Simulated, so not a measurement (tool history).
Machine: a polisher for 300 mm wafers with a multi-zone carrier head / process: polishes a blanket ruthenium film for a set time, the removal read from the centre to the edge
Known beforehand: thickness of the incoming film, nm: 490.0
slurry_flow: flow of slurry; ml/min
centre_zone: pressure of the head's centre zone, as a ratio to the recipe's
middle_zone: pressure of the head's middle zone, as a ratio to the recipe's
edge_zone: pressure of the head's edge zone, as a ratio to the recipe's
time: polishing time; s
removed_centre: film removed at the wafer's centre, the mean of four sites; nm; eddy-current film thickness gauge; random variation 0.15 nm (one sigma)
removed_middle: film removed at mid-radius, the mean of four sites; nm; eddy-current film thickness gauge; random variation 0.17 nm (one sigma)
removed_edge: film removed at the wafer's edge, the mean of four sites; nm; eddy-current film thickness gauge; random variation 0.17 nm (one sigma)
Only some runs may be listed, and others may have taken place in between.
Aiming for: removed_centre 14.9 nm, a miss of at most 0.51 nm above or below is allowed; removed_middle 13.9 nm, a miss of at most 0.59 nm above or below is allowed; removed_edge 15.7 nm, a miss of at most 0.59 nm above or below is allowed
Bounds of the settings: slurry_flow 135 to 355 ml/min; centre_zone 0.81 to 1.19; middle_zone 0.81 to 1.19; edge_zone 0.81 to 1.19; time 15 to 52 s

| run | day | slurry_flow | centre_zone | middle_zone | edge_zone | time | removed_centre | removed_middle | removed_edge |
|---|---|---|---|---|---|---|---|---|---|
| 1 | 0 | 225 | 1 | 1 | 1 | 33 | 29.417 | 30.773 | 30.451 |
| 2 | 0.038 | 225 | 1 | 1 | 0.93 | 33 | 29.77 | 30.602 | 29.453 |
| 3 | 0.304 | 225 | 1 | 1 | 0.93 | 27 | 24.137 | 24.942 | 23.511 |
| 4 | 0.429 | 215 | 0.99 | 0.97 | 0.94 | 25 | 21.91 | 22.391 | 21.874 |
| 5 | 0.533 | 215 | 0.99 | 0.97 | 0.94 | 32 | 28.309 | 29.299 | 28.48 |
| 6 | 0.704 | 200 | 0.99 | 0.94 | 0.95 | 29 | 25.274 | 24.85 | 25.789 |
| 7 | 0.829 | 195 | 0.98 | 0.92 | 0.94 | 27 | 23.529 | 22.722 | 23.963 |
| 8 | 0.921 | 190 | 0.97 | 0.91 | 0.93 | 25 | 21.434 | 20.491 | 21.926 |
| 9 | 1.158 | 190 | 0.97 | 0.91 | 0.93 | 25 | 20.806 | 21.376 | 21.983 |
| 10 | 1.288 | 190 | 0.97 | 0.9 | 0.93 | 23 | 19.548 | 19.15 | 20.214 |
| 11 | 1.329 | 190 | 0.97 | 0.89 | 0.92 | 22 | 18.685 | 17.965 | 18.968 |
| 12 | 1.379 | 190 | 0.97 | 0.89 | 0.92 | 22 | 18.721 | 18.127 | 19.195 |
| 13 | 1.617 | 190 | 0.96 | 0.88 | 0.92 | 21 | 17.837 | 16.974 | 18.308 |
| 14 | 1.758 | 175 | 0.89 | 0.81 | 0.86 | 17 | 13.163 | 12.662 | 14.349 |

4 candidate next runs follow, results not yet known. Just one meets every target within its allowed miss. Identify it.
| A | 1.9 | 200 | 0.97 | 0.98 | 0.82 | 15 | ? | ? | ? |
| B | 1.9 | 190 | 0.95 | 0.83 | 0.94 | 18 | ? | ? | ? |
| C | 1.9 | 245 | 1.04 | 0.94 | 0.81 | 16 | ? | ? | ? |
| D | 1.9 | 135 | 0.81 | 0.83 | 0.95 | 16 | ? | ? | ? |

| move | removed_centre | removed_middle | removed_edge |
|---|---|---|---|
| A | 12.949 | 13.608 | 12.554 |
| B | 15.1 | 14.141 | 15.895 |
| C | 15.176 | 14.32 | 13.553 |
| D | 10.881 | 12.039 | 13.744 |
A: further off than the last run
B: each result inside its tolerance
C: corrects the largest miss of the last run, while another result sits out of spec
D: further off than the last run
Correct choice: B, which meets every target

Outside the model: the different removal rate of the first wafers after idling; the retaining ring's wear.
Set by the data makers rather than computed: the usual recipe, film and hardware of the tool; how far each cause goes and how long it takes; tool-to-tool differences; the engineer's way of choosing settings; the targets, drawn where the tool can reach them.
